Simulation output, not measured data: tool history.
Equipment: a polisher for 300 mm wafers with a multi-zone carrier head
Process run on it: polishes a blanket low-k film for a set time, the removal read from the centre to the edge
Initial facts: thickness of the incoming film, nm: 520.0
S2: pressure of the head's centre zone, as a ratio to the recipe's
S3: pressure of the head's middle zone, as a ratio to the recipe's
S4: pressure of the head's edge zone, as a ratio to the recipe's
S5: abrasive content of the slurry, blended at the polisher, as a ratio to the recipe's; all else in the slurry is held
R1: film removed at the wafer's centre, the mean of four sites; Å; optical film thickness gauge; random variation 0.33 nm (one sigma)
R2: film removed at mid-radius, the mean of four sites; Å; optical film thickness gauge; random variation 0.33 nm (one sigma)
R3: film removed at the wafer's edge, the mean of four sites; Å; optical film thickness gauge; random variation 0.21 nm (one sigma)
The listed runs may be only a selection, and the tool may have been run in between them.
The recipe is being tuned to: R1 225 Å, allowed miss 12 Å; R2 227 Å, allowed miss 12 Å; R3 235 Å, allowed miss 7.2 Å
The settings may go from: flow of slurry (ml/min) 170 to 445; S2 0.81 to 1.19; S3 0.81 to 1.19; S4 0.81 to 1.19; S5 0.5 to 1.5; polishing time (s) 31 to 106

{"run": 1, "hour": 0.0, "flow of slurry (ml/min)": 285, "S2": 1, "S3": 1, "S4": 1, "S5": 1, "polishing time (s)": 68, "R1": 303.22, "R2": 292.96, "R3": 285.2}
{"run": 2, "hour": 6.3, "flow of slurry (ml/min)": 285, "S2": 0.98, "S3": 0.99, "S4": 0.99, "S5": 0.95, "polishing time (s)": 68, "R1": 296.85, "R2": 290.24, "R3": 278.21}
{"run": 3, "hour": 7.7, "flow of slurry (ml/min)": 280, "S2": 0.97, "S3": 0.98, "S4": 1, "S5": 0.9, "polishing time (s)": 68, "R1": 289.42, "R2": 274.31, "R3": 269.86}
{"run": 4, "hour": 11.4, "flow of slurry (ml/min)": 275, "S2": 0.95, "S3": 0.98, "S4": 1.01, "S5": 0.9, "polishing time (s)": 68, "R1": 284.51, "R2": 278.51, "R3": 274.7}
{"hour": 13.4, "done": "centre zone pressure recalibrated"}
{"run": 5, "hour": 13.4, "flow of slurry (ml/min)": 275, "S2": 0.93, "S3": 0.97, "S4": 1.01, "S5": 0.85, "polishing time (s)": 68, "R1": 249.9, "R2": 260.13, "R3": 269.31}
{"run": 6, "hour": 16.4, "flow of slurry (ml/min)": 275, "S2": 0.93, "S3": 0.96, "S4": 1, "S5": 0.85, "polishing time (s)": 68, "R1": 252.27, "R2": 254.65, "R3": 264.46}
{"run": 7, "hour": 23.7, "flow of slurry (ml/min)": 275, "S2": 0.93, "S3": 0.96, "S4": 0.98, "S5": 0.85, "polishing time (s)": 68, "R1": 251.07, "R2": 258.98, "R3": 265.69}
{"run": 8, "hour": 31.7, "flow of slurry (ml/min)": 270, "S2": 0.94, "S3": 0.93, "S4": 0.95, "S5": 0.6, "polishing time (s)": 67, "R1": 195.51, "R2": 209, "R3": 210.14}

Exactly one of the 5 candidate moves below puts every result within its allowed miss. Which one?
{"run": "A", "hour": 39.7, "flow of slurry (ml/min)": 210, "S2": 0.97, "S3": 1.14, "S4": 0.84, "S5": 0.5, "polishing time (s)": 71, "R1": "?", "R2": "?", "R3": "?"}
{"run": "B", "hour": 39.7, "flow of slurry (ml/min)": 325, "S2": 0.92, "S3": 0.91, "S4": 0.91, "S5": 0.6, "polishing time (s)": 74, "R1": "?", "R2": "?", "R3": "?"}
{"run": "C", "hour": 39.7, "flow of slurry (ml/min)": 285, "S2": 1.13, "S3": 1.04, "S4": 0.83, "S5": 0.6, "polishing time (s)": 62, "R1": "?", "R2": "?", "R3": "?"}
{"run": "D", "hour": 39.7, "flow of slurry (ml/min)": 275, "S2": 0.85, "S3": 1.11, "S4": 0.86, "S5": 0.5, "polishing time (s)": 68, "R1": "?", "R2": "?", "R3": "?"}
{"run": "E", "hour": 39.7, "flow of slurry (ml/min)": 225, "S2": 0.9, "S3": 1.12, "S4": 0.9, "S5": 0.5, "polishing time (s)": 65, "R1": "?", "R2": "?", "R3": "?"}

move=A R1=190.63 R2=217.01 R3=187.71
move=B R1=223.93 R2=221.28 R3=234.37
move=C R1=227.69 R2=204.51 R3=189.33
move=D R1=166.09 R2=210.43 R3=185.74
move=E R1=163.61 R2=197.67 R3=176.41
A: moves away from the targets compared with the last run
B: every result within its allowed miss
C: moves away from the targets compared with the last run
D: moves away from the targets compared with the last run
E: moves away from the targets compared with the last run
The move that meets every target is B.

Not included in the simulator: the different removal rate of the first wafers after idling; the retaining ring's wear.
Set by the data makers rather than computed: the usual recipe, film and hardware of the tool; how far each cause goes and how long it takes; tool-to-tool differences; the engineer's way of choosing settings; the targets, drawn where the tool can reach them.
